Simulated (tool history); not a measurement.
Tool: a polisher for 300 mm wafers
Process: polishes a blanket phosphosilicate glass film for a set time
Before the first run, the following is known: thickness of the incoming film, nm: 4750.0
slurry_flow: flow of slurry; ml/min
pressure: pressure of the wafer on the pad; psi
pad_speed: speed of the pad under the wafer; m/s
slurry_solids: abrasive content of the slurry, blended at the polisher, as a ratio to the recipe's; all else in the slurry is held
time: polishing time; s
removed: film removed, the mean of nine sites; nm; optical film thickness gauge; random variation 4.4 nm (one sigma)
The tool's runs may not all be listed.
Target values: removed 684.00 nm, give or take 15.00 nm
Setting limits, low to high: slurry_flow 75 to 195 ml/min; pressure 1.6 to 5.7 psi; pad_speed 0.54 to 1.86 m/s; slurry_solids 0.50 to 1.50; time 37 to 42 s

| run | hour | slurry_flow | pressure | pad_speed | slurry_solids | time | removed |
|---|---|---|---|---|---|---|---|
| 1 | 0.0 | 125 | 3.6 | 1.18 | 1.00 | 42 | 465.09 |
| 2 | 1.8 | 125 | 4.0 | 1.18 | 1.00 | 42 | 517.35 |
| 3 | 7.7 | 135 | 4.1 | 1.18 | 1.00 | 42 | 528.94 |
| 4 | 10.1 | 150 | 4.1 | 1.18 | 1.00 | 42 | 549.65 |
| 5 | 12.0 | 165 | 4.1 | 1.18 | 1.00 | 42 | 549.34 |
| 6 | 19.8 | 165 | 4.1 | 1.18 | 1.00 | 37 | 488.88 |
| 7 | 27.9 | 190 | 5.1 | 1.18 | 1.00 | 37 | 619.82 |
| 8 | 34.7 | 190 | 5.1 | 1.18 | 1.00 | 37 | 609.35 |
| 9 | 39.2 | 190 | 5.1 | 1.18 | 1.00 | 37 | 615.87 |
| 10 | 46.7 | 190 | 5.2 | 1.18 | 1.00 | 37 | 630.45 |
| 11 | 47.3 | 190 | 5.3 | 1.18 | 1.00 | 37 | 639.71 |
| 12 | 50.1 | 190 | 5.4 | 1.18 | 1.00 | 37 | 649.70 |

Next run, 4 choices. One meets every target within its allowed miss, the rest don't. Which?
| A | 52.9 | 195 | 5.7 | 1.00 | 1.00 | 41 | ? |
| B | 52.9 | 195 | 5.6 | 0.94 | 1.10 | 40 | ? |
| C | 52.9 | 170 | 5.7 | 0.92 | 1.05 | 41 | ? |
| D | 52.9 | 195 | 5.6 | 0.94 | 1.05 | 41 | ? |

| move | removed |
|---|---|
| A | 683.47 |
| B | 658.05 |
| C | 647.28 |
| D | 658.85 |
A: each result inside its tolerance
B: moves toward the targets from the last run without getting all of them in spec
C: lands further from the targets than the last run did
D: moves toward the targets from the last run without getting all of them in spec
The move that meets every target is A.
